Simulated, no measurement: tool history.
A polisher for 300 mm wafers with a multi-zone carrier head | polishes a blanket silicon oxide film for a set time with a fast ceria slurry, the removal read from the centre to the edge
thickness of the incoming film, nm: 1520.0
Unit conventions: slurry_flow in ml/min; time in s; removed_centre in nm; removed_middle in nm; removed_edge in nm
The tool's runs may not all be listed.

| run | hour | slurry_flow | centre_zone | middle_zone | edge_zone | time | removed_centre | removed_middle | removed_edge |
|---|---|---|---|---|---|---|---|---|---|
| 1 | 0.0 | 260 | 1.00 | 1.00 | 1.00 | 32 | 504.87 | 504.80 | 498.52 |
| 2 | 6.5 | 260 | 1.00 | 1.00 | 0.92 | 32 | 498.22 | 501.64 | 472.97 |
| 3 | 9.3 | 260 | 1.00 | 1.00 | 0.92 | 38 | 588.37 | 597.82 | 565.92 |
| 4 | 15.6 | 310 | 1.00 | 1.00 | 0.92 | 38 | 599.09 | 598.80 | 561.00 |
| 5 | 24.5 | 310 | 1.00 | 1.08 | 0.92 | 38 | 604.63 | 637.63 | 575.94 |
| 6 | 33.1 | 310 | 0.93 | 1.08 | 0.92 | 38 | 556.42 | 641.80 | 579.11 |
| 7 | 35.3 | 310 | 0.93 | 1.06 | 0.92 | 36 | 531.95 | 586.38 | 541.22 |
| 8 | 43.8 | 310 | 0.92 | 1.04 | 0.91 | 35 | 511.85 | 569.38 | 527.49 |
| 9 | 50.6 | 310 | 0.91 | 1.02 | 0.91 | 33 | 469.05 | 528.53 | 504.21 |
| 10 | 54.1 | 310 | 0.91 | 1.01 | 0.90 | 32 | 468.30 | 509.58 | 481.81 |

Predict the results of run 11:
| 11 | 58.2 | 265 | 0.81 | 0.91 | 0.89 | 23 | ? | ? | ? |

Run 11 gave removed_centre 289.11 nm, removed_middle 340.84 nm, removed_edge 344.21 nm.

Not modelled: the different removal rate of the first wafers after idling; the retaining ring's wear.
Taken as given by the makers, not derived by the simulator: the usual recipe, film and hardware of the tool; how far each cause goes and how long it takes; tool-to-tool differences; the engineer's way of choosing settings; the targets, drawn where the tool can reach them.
